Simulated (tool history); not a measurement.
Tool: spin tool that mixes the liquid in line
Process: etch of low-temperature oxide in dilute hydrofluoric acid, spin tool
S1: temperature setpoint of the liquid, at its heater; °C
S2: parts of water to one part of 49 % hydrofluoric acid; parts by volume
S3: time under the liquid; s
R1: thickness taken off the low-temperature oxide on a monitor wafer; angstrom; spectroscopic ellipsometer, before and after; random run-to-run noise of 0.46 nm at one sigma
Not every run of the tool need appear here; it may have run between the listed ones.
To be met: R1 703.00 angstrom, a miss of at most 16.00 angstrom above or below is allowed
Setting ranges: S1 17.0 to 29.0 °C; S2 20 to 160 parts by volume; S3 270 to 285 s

Run 1, hour 0.0: S1 21.0 °C, S2 90 parts by volume, S3 270 s. Result: R1 368.86 angstrom.
Run 2, hour 4.2: S1 23.0 °C, S2 85 parts by volume, S3 270 s. Result: R1 426.98 angstrom.
Run 3, hour 5.1: S1 23.0 °C, S2 85 parts by volume, S3 285 s. Result: R1 447.07 angstrom.
Run 4, hour 9.6: S1 24.5 °C, S2 80 parts by volume, S3 285 s. Result: R1 509.38 angstrom.
Run 5, hour 10.9: S1 25.5 °C, S2 75 parts by volume, S3 285 s. Result: R1 571.22 angstrom.
Run 6, hour 13.4: S1 26.5 °C, S2 75 parts by volume, S3 285 s. Result: R1 591.79 angstrom.
Run 7, hour 18.3: S1 27.0 °C, S2 75 parts by volume, S3 285 s. Result: R1 609.74 angstrom.
Run 8, hour 26.6: S1 27.5 °C, S2 75 parts by volume, S3 285 s. Result: R1 612.63 angstrom.
Run 9, hour 28.2: S1 28.0 °C, S2 75 parts by volume, S3 285 s. Result: R1 632.08 angstrom.
Run 10, hour 36.3: S1 28.5 °C, S2 75 parts by volume, S3 285 s. Result: R1 641.27 angstrom.

4 candidate next runs follow, results not yet known. Just one meets every target within its allowed miss. Identify it.
Run A, hour 44.4: S1 29.0 °C, S2 85 parts by volume, S3 280 s. Result: R1 ?.
Run B, hour 44.4: S1 29.0 °C, S2 65 parts by volume, S3 285 s. Result: R1 ?.
Run C, hour 44.4: S1 29.0 °C, S2 65 parts by volume, S3 280 s. Result: R1 ?.
Run D, hour 44.4: S1 29.0 °C, S2 70 parts by volume, S3 285 s. Result: R1 ?.

move      R1
   A  559.57
   B  766.56
   C  753.11
   D  706.64
A: lands further from the targets than the last run did
B: pushes the last run's worst result past its target
C: pushes the last run's worst result past its target
D: every result within its allowed miss
Answer: D
